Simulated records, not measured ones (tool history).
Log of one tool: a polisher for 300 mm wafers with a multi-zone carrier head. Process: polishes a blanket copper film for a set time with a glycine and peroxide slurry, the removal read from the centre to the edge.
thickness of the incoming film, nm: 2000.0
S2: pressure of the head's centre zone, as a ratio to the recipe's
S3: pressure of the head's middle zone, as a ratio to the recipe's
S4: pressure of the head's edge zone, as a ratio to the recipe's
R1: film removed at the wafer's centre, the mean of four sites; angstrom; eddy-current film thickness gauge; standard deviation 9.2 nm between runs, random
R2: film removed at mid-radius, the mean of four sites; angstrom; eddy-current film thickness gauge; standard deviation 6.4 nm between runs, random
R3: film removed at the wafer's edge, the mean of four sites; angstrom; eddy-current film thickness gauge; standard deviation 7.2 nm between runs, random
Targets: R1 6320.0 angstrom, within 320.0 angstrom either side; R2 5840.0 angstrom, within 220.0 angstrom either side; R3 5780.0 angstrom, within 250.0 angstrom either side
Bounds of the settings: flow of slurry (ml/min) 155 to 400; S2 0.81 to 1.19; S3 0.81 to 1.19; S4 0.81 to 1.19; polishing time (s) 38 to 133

{"run": 1, "hour": 0.0, "flow of slurry (ml/min)": 255, "S2": 1.0, "S3": 1.0, "S4": 1.0, "polishing time (s)": 85, "R1": 4186.8, "R2": 4195.9, "R3": 4321.3}
{"run": 2, "hour": 1.4, "flow of slurry (ml/min)": 260, "S2": 1.02, "S3": 1.01, "S4": 1.01, "polishing time (s)": 88, "R1": 4406.7, "R2": 4450.2, "R3": 4424.2}
{"run": 3, "hour": 6.6, "flow of slurry (ml/min)": 260, "S2": 1.03, "S3": 1.0, "S4": 1.01, "polishing time (s)": 92, "R1": 4722.2, "R2": 4533.6, "R3": 4648.4}
{"run": 4, "hour": 12.1, "flow of slurry (ml/min)": 260, "S2": 1.03, "S3": 1.0, "S4": 1.01, "polishing time (s)": 82, "R1": 4181.9, "R2": 3970.5, "R3": 4182.8}
{"run": 5, "hour": 19.9, "flow of slurry (ml/min)": 265, "S2": 1.04, "S3": 1.01, "S4": 1.03, "polishing time (s)": 86, "R1": 4415.7, "R2": 4405.8, "R3": 4401.7}
{"run": 6, "hour": 23.1, "flow of slurry (ml/min)": 265, "S2": 1.06, "S3": 1.0, "S4": 1.04, "polishing time (s)": 90, "R1": 4802.1, "R2": 4443.3, "R3": 4588.7}
{"run": 7, "hour": 30.5, "flow of slurry (ml/min)": 265, "S2": 1.07, "S3": 1.0, "S4": 1.05, "polishing time (s)": 93, "R1": 5130.2, "R2": 4598.7, "R3": 4690.4}
{"run": 8, "hour": 37.5, "flow of slurry (ml/min)": 270, "S2": 1.07, "S3": 1.0, "S4": 1.06, "polishing time (s)": 96, "R1": 5211.9, "R2": 4797.2, "R3": 5035.8}
{"run": 9, "hour": 42.8, "flow of slurry (ml/min)": 275, "S2": 1.08, "S3": 1.01, "S4": 1.07, "polishing time (s)": 97, "R1": 5253.2, "R2": 4881.1, "R3": 5064.8}
{"run": 10, "hour": 45.5, "flow of slurry (ml/min)": 275, "S2": 1.09, "S3": 1.02, "S4": 1.07, "polishing time (s)": 99, "R1": 5398.8, "R2": 5047.8, "R3": 5141.0}
{"run": 11, "hour": 48.2, "flow of slurry (ml/min)": 275, "S2": 1.1, "S3": 1.03, "S4": 1.08, "polishing time (s)": 101, "R1": 5673.8, "R2": 5232.3, "R3": 5333.9}
{"run": 12, "hour": 55.1, "flow of slurry (ml/min)": 275, "S2": 1.11, "S3": 1.04, "S4": 1.09, "polishing time (s)": 102, "R1": 5650.7, "R2": 5244.5, "R3": 5512.6}
{"run": 13, "hour": 57.3, "flow of slurry (ml/min)": 285, "S2": 1.12, "S3": 1.05, "S4": 1.08, "polishing time (s)": 103, "R1": 5830.2, "R2": 5410.7, "R3": 5322.3}
{"run": 14, "hour": 63.2, "flow of slurry (ml/min)": 285, "S2": 1.12, "S3": 1.05, "S4": 1.09, "polishing time (s)": 104, "R1": 6009.4, "R2": 5473.1, "R3": 5457.9}
{"run": 15, "hour": 69.5, "flow of slurry (ml/min)": 285, "S2": 1.12, "S3": 1.05, "S4": 1.1, "polishing time (s)": 105, "R1": 5842.5, "R2": 5450.9, "R3": 5536.9}
{"run": 16, "hour": 73.3, "flow of slurry (ml/min)": 285, "S2": 1.12, "S3": 1.05, "S4": 1.1, "polishing time (s)": 106, "R1": 6073.0, "R2": 5581.2, "R3": 5598.8}

Exercise: of the 4 proposed moves below, exactly one satisfies all targets within the stated allowed misses. Which move is it?
{"run": "A", "hour": 77.1, "flow of slurry (ml/min)": 295, "S2": 1.13, "S3": 1.02, "S4": 1.11, "polishing time (s)": 96, "R1": "?", "R2": "?", "R3": "?"}
{"run": "B", "hour": 77.1, "flow of slurry (ml/min)": 305, "S2": 1.02, "S3": 0.92, "S4": 1.1, "polishing time (s)": 114, "R1": "?", "R2": "?", "R3": "?"}
{"run": "C", "hour": 77.1, "flow of slurry (ml/min)": 290, "S2": 1.1, "S3": 1.04, "S4": 1.03, "polishing time (s)": 112, "R1": "?", "R2": "?", "R3": "?"}
{"run": "D", "hour": 77.1, "flow of slurry (ml/min)": 260, "S2": 1.14, "S3": 0.97, "S4": 1.06, "polishing time (s)": 107, "R1": "?", "R2": "?", "R3": "?"}

move=A R1=5536.4 R2=4985.3 R3=5065.2
move=B R1=5949.0 R2=5486.4 R3=6011.9
move=C R1=6274.7 R2=5896.5 R3=5693.4
move=D R1=6125.6 R2=5266.8 R3=5465.9
A: its largest miss is bigger than the last run's
B: its largest miss is bigger than the last run's
C: hits every target within its allowed miss
D: its largest miss is bigger than the last run's
Correct choice: C, which meets every target
